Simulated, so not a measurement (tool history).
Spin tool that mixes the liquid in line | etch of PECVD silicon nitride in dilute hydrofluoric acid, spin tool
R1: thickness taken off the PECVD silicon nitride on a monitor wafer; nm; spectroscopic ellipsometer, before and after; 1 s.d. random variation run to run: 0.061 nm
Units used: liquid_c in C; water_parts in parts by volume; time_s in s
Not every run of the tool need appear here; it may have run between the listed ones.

{"run": 1, "hour": 0.0, "liquid_c": 25.0, "water_parts": 70, "time_s": 80, "R1": 2.7213}
{"run": 2, "hour": 8.1, "liquid_c": 25.0, "water_parts": 70, "time_s": 80, "R1": 2.7336}
{"run": 3, "hour": 16.5, "liquid_c": 25.0, "water_parts": 70, "time_s": 65, "R1": 2.2298}
{"run": 4, "hour": 17.7, "liquid_c": 23.5, "water_parts": 70, "time_s": 65, "R1": 1.9681}
{"run": 5, "hour": 20.9, "liquid_c": 25.5, "water_parts": 65, "time_s": 65, "R1": 2.4819}
{"run": 6, "hour": 28.6, "liquid_c": 25.5, "water_parts": 55, "time_s": 65, "R1": 2.9343}

For run 7, what comes out?
{"run": 7, "hour": 36.1, "liquid_c": 25.5, "water_parts": 55, "time_s": 65, "R1": "?"}

{"run 7": {"R1": 2.9026}}

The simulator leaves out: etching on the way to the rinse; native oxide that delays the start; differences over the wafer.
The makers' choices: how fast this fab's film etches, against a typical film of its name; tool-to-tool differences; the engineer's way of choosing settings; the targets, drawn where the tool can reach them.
